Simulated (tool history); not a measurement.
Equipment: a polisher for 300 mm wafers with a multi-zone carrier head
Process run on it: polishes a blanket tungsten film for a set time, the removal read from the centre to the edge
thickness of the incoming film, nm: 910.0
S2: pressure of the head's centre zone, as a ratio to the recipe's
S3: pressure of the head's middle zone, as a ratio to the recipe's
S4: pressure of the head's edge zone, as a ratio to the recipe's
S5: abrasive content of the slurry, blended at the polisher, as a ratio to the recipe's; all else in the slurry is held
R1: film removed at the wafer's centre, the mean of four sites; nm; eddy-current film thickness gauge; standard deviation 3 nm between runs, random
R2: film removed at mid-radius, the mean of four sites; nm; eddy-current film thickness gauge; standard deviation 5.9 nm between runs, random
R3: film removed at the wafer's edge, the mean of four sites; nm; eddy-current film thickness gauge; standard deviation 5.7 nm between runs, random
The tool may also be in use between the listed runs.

{"run": 1, "day": 0.0, "flow of slurry (ml/min)": 130, "S2": 1, "S3": 1, "S4": 1, "S5": 1, "polishing time (s)": 56, "R1": 337.55, "R2": 332.15, "R3": 342.28}
{"run": 2, "day": 0.204, "flow of slurry (ml/min)": 145, "S2": 1.05, "S3": 1.03, "S4": 1.03, "S5": 1.1, "polishing time (s)": 56, "R1": 370.98, "R2": 357.66, "R3": 353.64}
{"run": 3, "day": 0.5, "flow of slurry (ml/min)": 150, "S2": 1.07, "S3": 1.03, "S4": 1.05, "S5": 1.25, "polishing time (s)": 57, "R1": 402.74, "R2": 387.14, "R3": 381.58}
{"run": 4, "day": 0.717, "flow of slurry (ml/min)": 170, "S2": 1.07, "S3": 1.03, "S4": 1.05, "S5": 1.25, "polishing time (s)": 57, "R1": 410.18, "R2": 392.18, "R3": 385.25}
{"run": 5, "day": 0.95, "flow of slurry (ml/min)": 170, "S2": 1.1, "S3": 1.04, "S4": 1.07, "S5": 1.3, "polishing time (s)": 57, "R1": 427.33, "R2": 397.1, "R3": 391.52}
{"run": 6, "day": 1.238, "flow of slurry (ml/min)": 150, "S2": 1.1, "S3": 1.04, "S4": 1.07, "S5": 1.3, "polishing time (s)": 57, "R1": 418.04, "R2": 386.82, "R3": 377.11}
{"run": 7, "day": 1.358, "flow of slurry (ml/min)": 160, "S2": 1.11, "S3": 1.04, "S4": 1.08, "S5": 1.35, "polishing time (s)": 57, "R1": 433.71, "R2": 396.12, "R3": 386.23}
{"run": 8, "day": 1.667, "flow of slurry (ml/min)": 165, "S2": 1.11, "S3": 1.04, "S4": 1.09, "S5": 1.4, "polishing time (s)": 57, "R1": 439.14, "R2": 397.39, "R3": 400.14}

Run 9 comes next. What will it give?
{"run": 9, "day": 1.888, "flow of slurry (ml/min)": 170, "S2": 1.12, "S3": 1.05, "S4": 1.09, "S5": 1.45, "polishing time (s)": 57, "R1": "?", "R2": "?", "R3": "?"}

{"run 9": {"R1": 447.83, "R2": 409.38, "R3": 401.21}}

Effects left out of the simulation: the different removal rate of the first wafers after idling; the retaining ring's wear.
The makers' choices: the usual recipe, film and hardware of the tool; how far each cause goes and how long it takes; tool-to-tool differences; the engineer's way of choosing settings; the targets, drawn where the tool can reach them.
